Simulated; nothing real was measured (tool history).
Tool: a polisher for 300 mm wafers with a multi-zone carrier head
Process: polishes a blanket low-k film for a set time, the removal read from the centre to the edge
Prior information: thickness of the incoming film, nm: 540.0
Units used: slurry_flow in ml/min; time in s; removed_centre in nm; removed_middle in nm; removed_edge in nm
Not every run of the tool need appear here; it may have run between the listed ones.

run	day	slurry_flow	centre_zone	middle_zone	edge_zone	slurry_solids	time	removed_centre	removed_middle	removed_edge
1	0	245	1	1	1	1	59	24.451	24.758	25.261
2	0.371	290	1	1	1	1	59	24.568	25	25.827
3	0.542	280	0.99	1	0.95	0.85	56	21.912	22.677	21.546
4	0.708	280	0.99	0.92	0.95	0.85	56	22.085	20.332	21.576
5	0.775	280	0.99	0.92	1	0.85	56	22.13	20.985	22.5
6	0.962	280	1.03	0.92	1	0.85	56	22.303	20.661	22.268

For run 7, what comes out?
7	1.296	260	0.97	1.02	0.9	0.6	45	?	?	?

removed_centre: 14.952 nm
removed_middle: 15.785 nm
removed_edge: 14.895 nm
